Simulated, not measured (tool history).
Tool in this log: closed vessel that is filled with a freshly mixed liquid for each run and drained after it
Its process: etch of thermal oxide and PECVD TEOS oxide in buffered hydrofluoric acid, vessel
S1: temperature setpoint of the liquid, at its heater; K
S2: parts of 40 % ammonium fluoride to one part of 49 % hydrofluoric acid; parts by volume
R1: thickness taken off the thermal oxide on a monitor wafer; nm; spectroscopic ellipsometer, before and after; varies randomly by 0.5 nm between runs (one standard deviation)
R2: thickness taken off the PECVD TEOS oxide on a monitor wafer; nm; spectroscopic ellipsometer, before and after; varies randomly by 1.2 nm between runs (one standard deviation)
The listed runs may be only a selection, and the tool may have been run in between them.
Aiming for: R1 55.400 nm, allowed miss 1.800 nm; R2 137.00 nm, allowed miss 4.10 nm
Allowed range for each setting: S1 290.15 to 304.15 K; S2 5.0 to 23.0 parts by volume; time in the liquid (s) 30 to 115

run 1 hour=0.0 | S1=296.15 S2=14.0 time_in_the_liquid_(s)=60 | R1=45.675 R2=112.33
run 2 hour=7.4 | S1=296.15 S2=14.0 time_in_the_liquid_(s)=80 | R1=60.579 R2=150.39
run 3 hour=11.6 | S1=296.15 S2=11.5 time_in_the_liquid_(s)=80 | R1=73.950 R2=183.75
run 4 hour=19.3 | S1=296.15 S2=11.5 time_in_the_liquid_(s)=100 | R1=92.702 R2=225.32
run 5 hour=26.6 | S1=296.15 S2=10.0 time_in_the_liquid_(s)=100 | R1=106.580 R2=259.44
run 6 hour=30.5 | S1=296.15 S2=12.0 time_in_the_liquid_(s)=100 | R1=87.764 R2=220.21
run 7 hour=34.1 | S1=295.15 S2=12.5 time_in_the_liquid_(s)=100 | R1=79.909 R2=197.52
run 8 hour=35.5 | S1=294.15 S2=12.5 time_in_the_liquid_(s)=100 | R1=75.639 R2=188.06
run 9 hour=42.2 | S1=293.65 S2=12.5 time_in_the_liquid_(s)=100 | R1=73.868 R2=185.84
run 10 hour=48.6 | S1=293.15 S2=13.0 time_in_the_liquid_(s)=100 | R1=68.871 R2=167.84

Which of these 4 next moves meets every target?
run A hour=55.0 | S1=293.15 S2=15.0 time_in_the_liquid_(s)=85 | R1=? R2=?
run B hour=55.0 | S1=296.65 S2=14.0 time_in_the_liquid_(s)=115 | R1=? R2=?
run C hour=55.0 | S1=294.15 S2=15.5 time_in_the_liquid_(s)=90 | R1=? R2=?
run D hour=55.0 | S1=300.65 S2=14.5 time_in_the_liquid_(s)=65 | R1=? R2=?

move=A R1=50.086 R2=126.49
move=B R1=88.039 R2=222.33
move=C R1=54.300 R2=137.13
move=D R1=59.689 R2=150.74
A: moves the result that the last run missed by most past its target, out the other side
B: further off than the last run
C: meets every target
D: an improvement on the last run, though not all results are within tolerance
The right move is C.
